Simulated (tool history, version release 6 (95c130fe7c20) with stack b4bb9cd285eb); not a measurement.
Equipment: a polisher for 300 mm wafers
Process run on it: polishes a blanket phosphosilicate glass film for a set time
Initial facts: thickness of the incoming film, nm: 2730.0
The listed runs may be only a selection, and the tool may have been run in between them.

run,hour,flow of slurry (ml/min),pressure of the wafer on the pad (psi),speed of the pad under the wafer (m/s),abrasive content of the slurry,polishing time (s),film removed (Å)
1,0,205,2,0.82,1,112,5721.8
2,4.2,160,2,0.82,1,112,5413
3,6.1,160,1.9,0.82,1,112,5309.8
4,8.2,160,1.8,0.82,1,112,5114.2
5,13.7,160,1.8,0.82,1,118,5411.9
6,20.5,160,1.7,0.82,1,118,5167.6
7,28.6,160,1.6,0.82,1,118,4797.6

Run 8 comes next. What will it give?
8,31.6,160,1.4,0.82,1,118,?

{"run 8": {"film removed (Å)": 4392.8}}
